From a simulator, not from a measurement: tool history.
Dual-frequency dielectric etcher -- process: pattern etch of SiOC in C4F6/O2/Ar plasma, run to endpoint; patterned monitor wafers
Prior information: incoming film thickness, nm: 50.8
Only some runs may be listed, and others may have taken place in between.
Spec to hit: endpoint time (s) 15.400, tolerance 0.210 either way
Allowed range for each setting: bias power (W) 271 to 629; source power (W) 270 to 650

run    day  bias power (W)  source power (W)  endpoint time (s)
  1  0.000             450               460             17.053
  2  0.267             462               460             16.817
  3  0.338             472               460             16.554
  4  0.475             413               460             17.739
  5  0.812             426               460             17.376
  6  0.912             456               460             16.803
  7  1.050             464               460             16.699
  8  1.358             471               460             16.511
  9  1.425             477               460             16.447
 10  1.646             483               460             16.370
 11  1.842             489               460             16.263
 12  1.862             494               460             16.378
 13  2.067             501               460             16.121
 14  2.246             505               460             16.065
 15  2.492             509               460             16.033
 16  2.625             513               460             16.036
 17  2.950             517               460             15.924
 18  3.017             520               460             15.816
 19  3.183             523               460             15.854

Of the 4 settings listed for the next run, only one would bring every result within its allowed miss of target. Which one?
  A  3.350             484               440                  ?
  B  3.350             567               440                  ?
  C  3.350             488               450                  ?
  D  3.350             510               430                  ?

move  endpoint time (s)
   A             16.632
   B             15.447
   C             16.449
   D             16.348
A: its largest miss is bigger than the last run's
B: all results in spec
C: its largest miss is bigger than the last run's
D: its largest miss is bigger than the last run's
Move B is the one to make.

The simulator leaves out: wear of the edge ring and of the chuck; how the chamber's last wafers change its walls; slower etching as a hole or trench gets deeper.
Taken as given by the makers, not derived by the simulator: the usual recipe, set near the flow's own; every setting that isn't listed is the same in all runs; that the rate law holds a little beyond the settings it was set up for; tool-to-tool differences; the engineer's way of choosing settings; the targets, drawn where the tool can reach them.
